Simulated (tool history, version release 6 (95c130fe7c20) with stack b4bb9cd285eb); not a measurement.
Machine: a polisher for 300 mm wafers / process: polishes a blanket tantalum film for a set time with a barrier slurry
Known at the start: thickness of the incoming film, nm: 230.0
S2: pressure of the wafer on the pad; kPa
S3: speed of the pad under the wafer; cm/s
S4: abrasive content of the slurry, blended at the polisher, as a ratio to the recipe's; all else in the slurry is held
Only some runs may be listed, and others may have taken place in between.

run 1 hour=0 | flow_of_slurry_(ml/min)=240 S2=13.8 S3=124 S4=1 polishing_time_(s)=50 | film_removed_(angstrom)=1107.4
run 2 hour=1.2 | flow_of_slurry_(ml/min)=240 S2=13.1 S3=120 S4=1 polishing_time_(s)=50 | film_removed_(angstrom)=1055.8
run 3 hour=5.9 | flow_of_slurry_(ml/min)=240 S2=13.1 S3=120 S4=0.8 polishing_time_(s)=50 | film_removed_(angstrom)=961.32
run 4 hour=13.3 | flow_of_slurry_(ml/min)=240 S2=13.1 S3=140 S4=0.8 polishing_time_(s)=50 | film_removed_(angstrom)=1150.4
run 5 hour=17.3 | flow_of_slurry_(ml/min)=240 S2=13.1 S3=140 S4=1 polishing_time_(s)=50 | film_removed_(angstrom)=1206.9
run 6 hour=24.7 | flow_of_slurry_(ml/min)=240 S2=13.1 S3=140 S4=1.15 polishing_time_(s)=50 | film_removed_(angstrom)=1268.2
run 7 hour=32.1 | flow_of_slurry_(ml/min)=230 S2=9 S3=104 S4=1.1 polishing_time_(s)=50 | film_removed_(angstrom)=644.06

Predict the results of run 8:
run 8 hour=41 | flow_of_slurry_(ml/min)=225 S2=6.2 S3=96 S4=1.1 polishing_time_(s)=50 | film_removed_(angstrom)=?

film removed (angstrom): 413.31

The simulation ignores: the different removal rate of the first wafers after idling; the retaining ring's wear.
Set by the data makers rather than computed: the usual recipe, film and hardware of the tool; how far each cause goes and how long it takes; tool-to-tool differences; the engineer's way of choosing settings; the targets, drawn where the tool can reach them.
